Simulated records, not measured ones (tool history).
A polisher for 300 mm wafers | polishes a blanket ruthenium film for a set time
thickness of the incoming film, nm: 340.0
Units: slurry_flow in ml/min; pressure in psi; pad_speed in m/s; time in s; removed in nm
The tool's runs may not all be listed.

run	hour	slurry_flow	pressure	pad_speed	time	removed
1	0	140	2	1.24	116	154.38
2	2.4	110	2	1.24	116	139.44
3	6.9	120	2	1.24	116	143.54
4	9	120	2	1.24	122	156.55
5	17.9	150	2	1.24	122	157.21
6	23.5	150	2	1.24	116	156.39
7	28.2	145	1.9	1.24	116	144.7
8	35.5	140	1.8	1.24	116	138.03
9	36.6	135	1.7	1.24	116	130.92
10	41.9	130	1.6	1.24	116	125.38

Run 11 comes next. What will it give?
11	47.7	125	1.5	1.24	116	?

{"run 11": {"removed": 112.9}}
